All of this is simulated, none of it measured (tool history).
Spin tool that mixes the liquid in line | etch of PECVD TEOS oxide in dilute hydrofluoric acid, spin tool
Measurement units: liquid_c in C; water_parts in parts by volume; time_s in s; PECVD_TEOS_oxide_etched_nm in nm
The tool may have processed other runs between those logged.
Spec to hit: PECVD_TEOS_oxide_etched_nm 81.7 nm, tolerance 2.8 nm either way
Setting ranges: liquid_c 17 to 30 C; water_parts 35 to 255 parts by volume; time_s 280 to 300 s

run,hour,liquid_c,water_parts,time_s,PECVD_TEOS_oxide_etched_nm
1,0,22,145,280,33.514
2,0.9,24,120,280,44.889
3,9,25.5,105,280,55.279
4,16.7,25.5,105,280,55.8
5,18.7,27,100,280,62.358
6,24.9,27,100,300,65.932
7,26.7,28,95,300,73.099
8,34.9,28.5,95,300,74.655
9,43.8,29,95,300,76.473
10,50.9,29.5,95,300,78.279

Which of these 5 next moves meets every target?
A,58,30,100,300,?
B,58,30,100,290,?
C,58,28,90,280,?
D,58,29.5,90,295,?
E,58,30,100,295,?

move,PECVD_TEOS_oxide_etched_nm
A,73.418
B,70.97
C,71.554
D,79.839
E,72.194
A: further off than the last run
B: further off than the last run
C: further off than the last run
D: meets every target
E: further off than the last run
Go with D: it meets all targets.
